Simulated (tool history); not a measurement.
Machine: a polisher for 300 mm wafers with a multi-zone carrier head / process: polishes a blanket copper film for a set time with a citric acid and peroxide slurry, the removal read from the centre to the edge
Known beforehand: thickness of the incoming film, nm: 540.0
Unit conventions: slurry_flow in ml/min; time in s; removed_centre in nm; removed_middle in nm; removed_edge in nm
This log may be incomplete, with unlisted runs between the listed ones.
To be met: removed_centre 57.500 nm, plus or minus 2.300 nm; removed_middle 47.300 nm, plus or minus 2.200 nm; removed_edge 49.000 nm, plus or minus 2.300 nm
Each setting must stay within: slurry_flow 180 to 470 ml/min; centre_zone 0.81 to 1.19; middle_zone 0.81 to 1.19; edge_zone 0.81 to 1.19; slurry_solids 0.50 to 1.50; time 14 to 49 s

{"run": 1, "hour": 0.0, "slurry_flow": 300, "centre_zone": 1.0, "middle_zone": 1.0, "edge_zone": 1.0, "slurry_solids": 1.0, "time": 31, "removed_centre": 94.846, "removed_middle": 96.887, "removed_edge": 94.518}
{"run": 2, "hour": 6.9, "slurry_flow": 300, "centre_zone": 1.0, "middle_zone": 1.0, "edge_zone": 1.0, "slurry_solids": 1.0, "time": 28, "removed_centre": 84.717, "removed_middle": 89.065, "removed_edge": 85.938}
{"run": 3, "hour": 10.2, "slurry_flow": 295, "centre_zone": 1.05, "middle_zone": 0.95, "edge_zone": 0.97, "slurry_solids": 0.85, "time": 24, "removed_centre": 72.536, "removed_middle": 68.591, "removed_edge": 70.235}
{"run": 4, "hour": 12.0, "slurry_flow": 295, "centre_zone": 1.05, "middle_zone": 0.95, "edge_zone": 0.97, "slurry_solids": 0.85, "time": 17, "removed_centre": 52.661, "removed_middle": 47.329, "removed_edge": 49.753}
{"run": 5, "hour": 17.6, "slurry_flow": 295, "centre_zone": 1.05, "middle_zone": 0.95, "edge_zone": 0.97, "slurry_solids": 0.85, "time": 20, "removed_centre": 61.527, "removed_middle": 56.736, "removed_edge": 58.307}
{"run": 6, "hour": 22.5, "slurry_flow": 300, "centre_zone": 1.08, "middle_zone": 0.94, "edge_zone": 0.95, "slurry_solids": 0.75, "time": 19, "removed_centre": 57.672, "removed_middle": 52.89, "removed_edge": 52.715}
{"run": 7, "hour": 23.3, "slurry_flow": 300, "centre_zone": 1.1, "middle_zone": 0.91, "edge_zone": 0.94, "slurry_solids": 0.7, "time": 19, "removed_centre": 56.508, "removed_middle": 49.725, "removed_edge": 52.131}
{"run": 8, "hour": 26.6, "slurry_flow": 300, "centre_zone": 1.12, "middle_zone": 0.9, "edge_zone": 0.92, "slurry_solids": 0.7, "time": 19, "removed_centre": 57.469, "removed_middle": 50.445, "removed_edge": 50.152}
{"run": 9, "hour": 28.6, "slurry_flow": 300, "centre_zone": 1.12, "middle_zone": 0.9, "edge_zone": 0.92, "slurry_solids": 0.7, "time": 19, "removed_centre": 58.84, "removed_middle": 50.836, "removed_edge": 50.637}

Exercise: of the 5 proposed moves below, exactly one satisfies all targets within the stated allowed misses. Which move is it?
{"run": "A", "hour": 30.6, "slurry_flow": 305, "centre_zone": 1.15, "middle_zone": 1.11, "edge_zone": 0.85, "slurry_solids": 0.7, "time": 18, "removed_centre": "?", "removed_middle": "?", "removed_edge": "?"}
{"run": "B", "hour": 30.6, "slurry_flow": 265, "centre_zone": 1.09, "middle_zone": 0.81, "edge_zone": 0.96, "slurry_solids": 0.6, "time": 21, "removed_centre": "?", "removed_middle": "?", "removed_edge": "?"}
{"run": "C", "hour": 30.6, "slurry_flow": 300, "centre_zone": 1.15, "middle_zone": 1.01, "edge_zone": 0.92, "slurry_solids": 0.65, "time": 20, "removed_centre": "?", "removed_middle": "?", "removed_edge": "?"}
{"run": "D", "hour": 30.6, "slurry_flow": 235, "centre_zone": 1.14, "middle_zone": 0.89, "edge_zone": 0.87, "slurry_solids": 0.8, "time": 18, "removed_centre": "?", "removed_middle": "?", "removed_edge": "?"}
{"run": "E", "hour": 30.6, "slurry_flow": 265, "centre_zone": 1.14, "middle_zone": 0.91, "edge_zone": 0.91, "slurry_solids": 0.7, "time": 20, "removed_centre": "?", "removed_middle": "?", "removed_edge": "?"}

move=A removed_centre=56.863 removed_middle=54.290 removed_edge=47.105
move=B removed_centre=58.678 removed_middle=47.874 removed_edge=54.083
move=C removed_centre=61.505 removed_middle=54.980 removed_edge=52.499
move=D removed_centre=57.078 removed_middle=47.383 removed_edge=48.693
move=E removed_centre=61.640 removed_middle=51.861 removed_edge=53.172
A: lands further from the targets than the last run did
B: meets the target for the result that was furthest off, but another lies outside its allowed miss
C: lands further from the targets than the last run did
D: each result inside its tolerance
E: lands further from the targets than the last run did
Answer: D
